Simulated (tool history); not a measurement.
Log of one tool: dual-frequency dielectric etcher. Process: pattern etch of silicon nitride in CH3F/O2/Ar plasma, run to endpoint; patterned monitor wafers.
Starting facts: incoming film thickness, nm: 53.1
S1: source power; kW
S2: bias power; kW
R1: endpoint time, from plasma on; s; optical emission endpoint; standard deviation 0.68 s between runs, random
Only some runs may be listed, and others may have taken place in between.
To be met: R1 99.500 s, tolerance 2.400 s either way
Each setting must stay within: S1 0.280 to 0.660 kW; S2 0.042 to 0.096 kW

run,hour,S1,S2,R1
1,0.0,0.470,0.069,82.991
2,8.6,0.450,0.068,85.042
3,14.2,0.430,0.067,87.918
4,16.4,0.430,0.071,85.683
5,19.2,0.410,0.070,88.312
6,23.2,0.400,0.070,89.404
7,30.5,0.390,0.070,89.815
8,37.2,0.380,0.070,92.001
9,42.8,0.300,0.067,106.690
10,44.8,0.310,0.067,104.740
11,49.1,0.370,0.069,93.061
12,56.2,0.360,0.069,94.343

Which one of the following 5 next-run settings gets every result inside its allowed miss? There is exactly one.
A,63.3,0.350,0.054,?
B,63.3,0.330,0.084,?
C,63.3,0.370,0.071,?
D,63.3,0.380,0.077,?
E,63.3,0.350,0.064,?

move,R1
A,106.560
B,91.178
C,92.216
D,87.898
E,99.205
A: moves the result that the last run missed by most past its target, out the other side
B: further off than the last run
C: further off than the last run
D: further off than the last run
E: in spec on every target
Move E is the one to make.
